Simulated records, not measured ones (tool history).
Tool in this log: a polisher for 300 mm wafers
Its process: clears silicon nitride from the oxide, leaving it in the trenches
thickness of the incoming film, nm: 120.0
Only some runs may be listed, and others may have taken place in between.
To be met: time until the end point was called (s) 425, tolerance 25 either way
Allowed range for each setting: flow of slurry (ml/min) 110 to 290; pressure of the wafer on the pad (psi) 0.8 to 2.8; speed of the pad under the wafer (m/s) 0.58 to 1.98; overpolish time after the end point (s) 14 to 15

run    day  flow of slurry (ml/min)  pressure of the wafer on the pad (psi)  speed of the pad under the wafer (m/s)  overpolish time after the end point (s)  time until the end point was called (s)
  1      0                      185                                     1.8                                    1.28                                       14                                   202.15
  2  0.267                      185                                       2                                    1.28                                       14                                   188.84
  3  0.588                      185                                       2                                    1.12                                       14                                   211.29
  4  0.946                      185                                     1.7                                    1.12                                       14                                   242.02
  5  1.121                      185                                     1.6                                    1.08                                       14                                   263.49
  6  1.317                      185                                     1.2                                    1.08                                       14                                   319.93
  7  1.446                      185                                     1.1                                    1.06                                       14                                   346.31
  8  1.779                      185                                     1.1                                    1.04                                       14                                   359.06

Exactly one of the 4 candidate moves below puts every result within its allowed miss. Which one?
  A  2.112                      255                                     1.2                                     1.1                                       14                                        ?
  B  2.112                      175                                       1                                    0.96                                       15                                        ?
  C  2.112                      145                                       1                                     1.6                                       14                                        ?
  D  2.112                      225                                     0.9                                    0.86                                       14                                        ?

move  time until the end point was called (s)
   A                                   297.22
   B                                   403.85
   C                                   254.93
   D                                   463.49
A: further off than the last run
B: all results in spec
C: further off than the last run
D: takes the biggest miss from the last run beyond its target
Move B is the one to make.

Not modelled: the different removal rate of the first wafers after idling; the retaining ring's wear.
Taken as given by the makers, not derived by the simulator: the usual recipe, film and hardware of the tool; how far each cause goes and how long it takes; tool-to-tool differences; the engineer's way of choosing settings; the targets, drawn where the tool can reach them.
